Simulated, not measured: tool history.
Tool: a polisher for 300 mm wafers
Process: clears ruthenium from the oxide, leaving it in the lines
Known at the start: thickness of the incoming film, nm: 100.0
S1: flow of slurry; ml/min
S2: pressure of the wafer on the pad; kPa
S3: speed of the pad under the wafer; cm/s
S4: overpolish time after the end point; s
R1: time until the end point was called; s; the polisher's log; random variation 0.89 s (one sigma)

{"run": 1, "hour": 0.0, "S1": 295, "S2": 17.9, "S3": 130, "S4": 41, "R1": 64.764}
{"run": 2, "hour": 6.9, "S1": 295, "S2": 17.9, "S3": 160, "S4": 41, "R1": 52.245}
{"run": 3, "hour": 13.4, "S1": 295, "S2": 15.9, "S3": 160, "S4": 41, "R1": 59.708}
{"run": 4, "hour": 19.3, "S1": 295, "S2": 15.9, "S3": 160, "S4": 41, "R1": 59.527}
{"hour": 27.1, "done": "worn pad replaced by a new one"}
{"run": 5, "hour": 27.1, "S1": 295, "S2": 15.9, "S3": 144, "S4": 41, "R1": 59.541}
{"run": 6, "hour": 30.7, "S1": 290, "S2": 14.5, "S3": 130, "S4": 41, "R1": 72.932}
{"run": 7, "hour": 35.9, "S1": 290, "S2": 13.8, "S3": 130, "S4": 41, "R1": 75.083}

Run 8 comes next. What will it give?
{"run": 8, "hour": 38.6, "S1": 290, "S2": 13.1, "S3": 130, "S4": 41, "R1": "?"}

{"run 8": {"R1": 80.188}}
